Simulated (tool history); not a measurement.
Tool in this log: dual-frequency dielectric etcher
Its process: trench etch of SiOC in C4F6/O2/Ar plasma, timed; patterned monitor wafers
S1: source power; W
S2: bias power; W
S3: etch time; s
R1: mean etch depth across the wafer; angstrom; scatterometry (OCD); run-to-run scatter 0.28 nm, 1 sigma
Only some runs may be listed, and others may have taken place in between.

run	hour	S1	S2	S3	R1
1	0	260	135	30	489.3
2	5.1	260	158	30	508.53
3	12.3	220	158	30	471.2
4	13.1	200	158	30	450.67
5	14.1	230	158	30	480.23
6	16.6	230	147	30	467.65
7	21.7	250	148	30	496.26
8	24.3	260	149	30	501.36

Predict the results of run 9:
9	30.7	270	150	30	?

{"run 9": {"R1": 508.04}}

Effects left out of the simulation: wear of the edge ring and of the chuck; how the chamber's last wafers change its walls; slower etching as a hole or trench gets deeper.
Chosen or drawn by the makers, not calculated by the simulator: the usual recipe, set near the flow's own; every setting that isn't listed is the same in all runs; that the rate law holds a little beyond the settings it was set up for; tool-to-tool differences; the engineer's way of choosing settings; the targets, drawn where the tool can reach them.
